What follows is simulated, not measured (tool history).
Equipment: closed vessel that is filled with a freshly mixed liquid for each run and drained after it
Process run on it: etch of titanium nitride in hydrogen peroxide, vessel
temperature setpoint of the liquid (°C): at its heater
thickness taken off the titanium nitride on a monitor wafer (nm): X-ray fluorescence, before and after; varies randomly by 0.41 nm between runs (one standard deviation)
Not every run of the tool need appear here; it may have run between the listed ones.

run,hour,temperature setpoint of the liquid (°C),concentration of hydrogen peroxide in the mixed liquid (% by weight),time in the liquid (s),thickness taken off the titanium nitride on a monitor wafer (nm)
1,0.0,49.0,23.5,650,20.539
2,8.2,53.0,23.5,650,27.322
3,9.4,55.5,23.5,650,32.772
4,11.5,57.5,23.5,650,37.680
# hour 15.5: peroxide flow meter replaced
5,15.5,57.5,23.5,650,37.237
6,17.3,58.5,23.5,650,39.196

Run 7 comes next. What will it give?
7,26.7,59.5,23.5,650,?

Logged for run 7: thickness taken off the titanium nitride on a monitor wafer (nm) 41.728.
